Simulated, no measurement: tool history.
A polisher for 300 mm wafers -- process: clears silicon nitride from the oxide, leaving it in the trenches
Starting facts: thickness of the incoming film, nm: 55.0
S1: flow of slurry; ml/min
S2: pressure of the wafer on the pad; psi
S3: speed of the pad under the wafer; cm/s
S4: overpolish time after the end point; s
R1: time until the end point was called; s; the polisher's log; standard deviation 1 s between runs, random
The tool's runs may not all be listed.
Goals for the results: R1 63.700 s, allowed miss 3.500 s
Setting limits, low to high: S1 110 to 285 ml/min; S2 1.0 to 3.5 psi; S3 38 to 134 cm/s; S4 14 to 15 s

run,hour,S1,S2,S3,S4,R1
1,0.0,180,2.2,86,14,85.824
2,3.8,200,2.2,86,14,85.846
3,6.1,200,2.3,86,14,80.642
4,14.5,200,2.4,86,14,78.731
5,20.4,200,2.4,86,15,78.905
# hour 21.6: head pressure recalibrated
6,21.6,200,2.4,78,15,79.323
7,23.7,200,2.5,78,15,77.204
8,28.3,200,2.6,78,15,74.781
9,32.9,200,2.7,78,15,71.711
10,41.7,200,2.8,78,15,69.381

Of the 5 settings listed for the next run, only one would bring every result within its allowed miss of target. Which one?
A,50.5,190,3.5,68,14,?
B,50.5,210,3.4,76,15,?
C,50.5,215,3.0,90,15,?
D,50.5,180,2.5,76,14,?
E,50.5,220,2.7,74,15,?

move,R1
A,63.043
B,57.569
C,55.093
D,79.225
E,73.619
A: in spec on every target
B: pushes the last run's worst result past its target
C: pushes the last run's worst result past its target
D: moves away from the targets compared with the last run
E: moves away from the targets compared with the last run
So the answer is move A, the one that meets all the targets.
